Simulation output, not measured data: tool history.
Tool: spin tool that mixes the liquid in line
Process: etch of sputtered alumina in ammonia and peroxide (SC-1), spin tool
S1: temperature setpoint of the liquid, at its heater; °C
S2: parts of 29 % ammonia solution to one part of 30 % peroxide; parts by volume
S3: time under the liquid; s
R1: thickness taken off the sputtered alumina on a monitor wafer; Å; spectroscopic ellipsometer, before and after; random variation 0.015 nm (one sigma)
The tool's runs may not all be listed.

run	hour	S1	S2	S3	R1
1	0	59	0.7	95	60.471
2	2.8	56.5	0.7	95	52.852
3	4.6	56.5	0.7	95	53.171
4	11.9	54.5	0.7	95	47.315
5	18.3	54.5	0.45	95	45.853
6	25.9	54.5	0.25	95	43.21

Run 7 comes next. What will it give?
7	29.6	53.5	0.25	95	?

R1: 41.002 Å
